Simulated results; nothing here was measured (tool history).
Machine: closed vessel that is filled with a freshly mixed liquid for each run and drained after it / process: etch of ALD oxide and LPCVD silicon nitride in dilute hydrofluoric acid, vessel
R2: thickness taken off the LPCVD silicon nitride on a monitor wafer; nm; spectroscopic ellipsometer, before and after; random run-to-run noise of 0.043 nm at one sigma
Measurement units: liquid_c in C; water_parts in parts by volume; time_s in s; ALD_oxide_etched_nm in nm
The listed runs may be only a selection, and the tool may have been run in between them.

{"run": 1, "hour": 0.0, "liquid_c": 24.0, "water_parts": 115, "time_s": 60, "ALD_oxide_etched_nm": 9.9134, "R2": 0.22924}
{"run": 2, "hour": 7.1, "liquid_c": 24.0, "water_parts": 80, "time_s": 60, "ALD_oxide_etched_nm": 14.829, "R2": 0.40235}
{"run": 3, "hour": 13.3, "liquid_c": 25.5, "water_parts": 80, "time_s": 60, "ALD_oxide_etched_nm": 15.675, "R2": 0.42835}
{"run": 4, "hour": 14.5, "liquid_c": 25.0, "water_parts": 80, "time_s": 60, "ALD_oxide_etched_nm": 15.407, "R2": 0.42054}
{"run": 5, "hour": 21.5, "liquid_c": 25.0, "water_parts": 80, "time_s": 45, "ALD_oxide_etched_nm": 11.507, "R2": 0.277}
{"run": 6, "hour": 26.0, "liquid_c": 26.5, "water_parts": 80, "time_s": 45, "ALD_oxide_etched_nm": 12.336, "R2": 0.34593}

Predict the results of run 7:
{"run": 7, "hour": 29.2, "liquid_c": 26.5, "water_parts": 80, "time_s": 45, "ALD_oxide_etched_nm": "?", "R2": "?"}

ALD_oxide_etched_nm: 12.3230 nm
R2: 0.39716 nm
